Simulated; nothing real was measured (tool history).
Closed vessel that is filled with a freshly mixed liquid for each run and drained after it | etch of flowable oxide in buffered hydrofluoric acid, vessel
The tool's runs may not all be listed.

run  hour  temperature setpoint of the liquid (C)  parts of 40 % ammonium fluoride to one part of 49 % hydrofluoric acid (parts by volume)  time in the liquid (s)  thickness taken off the flowable oxide on a monitor wafer (nm)
  1     0                                      22                                                                                     16.5                      90                                                          261.89
  2     4                                      22                                                                                     16.5                      90                                                          261.97
  3   6.5                                    21.5                                                                                     16.5                      90                                                          254.69
  4  10.3                                    21.5                                                                                     16.5                      95                                                          269.33
  5  12.8                                    21.5                                                                                     16.5                      95                                                          268.65
  6  15.5                                      25                                                                                     16.5                      95                                                          327.07

Estimate the outcome of run 7 from the log above:
  7  16.8                                      24                                                                                     16.5                      95                                                               ?

Logged for run 7: thickness taken off the flowable oxide on a monitor wafer (nm) 308.65.
